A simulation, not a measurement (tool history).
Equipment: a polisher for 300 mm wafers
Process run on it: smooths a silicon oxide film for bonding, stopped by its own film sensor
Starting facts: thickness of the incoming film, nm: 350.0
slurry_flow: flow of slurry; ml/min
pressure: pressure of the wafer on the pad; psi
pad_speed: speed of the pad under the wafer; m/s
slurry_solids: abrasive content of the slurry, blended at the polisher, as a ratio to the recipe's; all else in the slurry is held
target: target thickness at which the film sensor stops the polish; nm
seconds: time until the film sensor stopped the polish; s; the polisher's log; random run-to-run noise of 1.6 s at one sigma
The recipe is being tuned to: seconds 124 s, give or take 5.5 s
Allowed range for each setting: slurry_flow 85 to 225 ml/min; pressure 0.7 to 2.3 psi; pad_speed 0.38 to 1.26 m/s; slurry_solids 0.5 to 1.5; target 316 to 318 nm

{"run": 1, "hour": 0.0, "slurry_flow": 145, "pressure": 1.5, "pad_speed": 0.82, "slurry_solids": 1, "target": 318, "seconds": 61.813}
{"run": 2, "hour": 1.2, "slurry_flow": 115, "pressure": 1.5, "pad_speed": 0.82, "slurry_solids": 1, "target": 318, "seconds": 64.698}
{"run": 3, "hour": 5.3, "slurry_flow": 115, "pressure": 1.3, "pad_speed": 0.8, "slurry_solids": 1, "target": 318, "seconds": 76.515}
{"run": 4, "hour": 13.9, "slurry_flow": 115, "pressure": 1.3, "pad_speed": 0.8, "slurry_solids": 0.8, "target": 318, "seconds": 84.963}
{"run": 5, "hour": 21.7, "slurry_flow": 115, "pressure": 1.3, "pad_speed": 0.98, "slurry_solids": 0.8, "target": 318, "seconds": 71.018}
{"run": 6, "hour": 26.1, "slurry_flow": 115, "pressure": 1.1, "pad_speed": 0.94, "slurry_solids": 0.8, "target": 318, "seconds": 89.365}
{"run": 7, "hour": 33.3, "slurry_flow": 115, "pressure": 1, "pad_speed": 0.94, "slurry_solids": 0.8, "target": 318, "seconds": 94.272}
{"run": 8, "hour": 36.5, "slurry_flow": 115, "pressure": 0.9, "pad_speed": 0.94, "slurry_solids": 0.8, "target": 318, "seconds": 102.15}
{"run": 9, "hour": 41.1, "slurry_flow": 115, "pressure": 0.8, "pad_speed": 0.94, "slurry_solids": 0.8, "target": 318, "seconds": 112.46}
{"run": 10, "hour": 43.2, "slurry_flow": 115, "pressure": 0.7, "pad_speed": 0.94, "slurry_solids": 0.8, "target": 318, "seconds": 130.38}

Next run, 5 choices. One meets every target within its allowed miss, the rest don't. Which?
{"run": "A", "hour": 45.3, "slurry_flow": 120, "pressure": 0.8, "pad_speed": 0.7, "slurry_solids": 0.9, "target": 317, "seconds": "?"}
{"run": "B", "hour": 45.3, "slurry_flow": 85, "pressure": 0.9, "pad_speed": 0.82, "slurry_solids": 0.8, "target": 318, "seconds": "?"}
{"run": "C", "hour": 45.3, "slurry_flow": 105, "pressure": 0.7, "pad_speed": 0.84, "slurry_solids": 1.05, "target": 316, "seconds": "?"}
{"run": "D", "hour": 45.3, "slurry_flow": 105, "pressure": 0.7, "pad_speed": 0.96, "slurry_solids": 0.8, "target": 316, "seconds": "?"}
{"run": "E", "hour": 45.3, "slurry_flow": 130, "pressure": 0.7, "pad_speed": 0.86, "slurry_solids": 0.9, "target": 316, "seconds": "?"}

move=A seconds=140.36
move=B seconds=124.32
move=C seconds=134.63
move=D seconds=138.02
move=E seconds=135.79
A: lands further from the targets than the last run did
B: every result lands within tolerance
C: lands further from the targets than the last run did
D: lands further from the targets than the last run did
E: lands further from the targets than the last run did
Correct choice: B, which meets every target
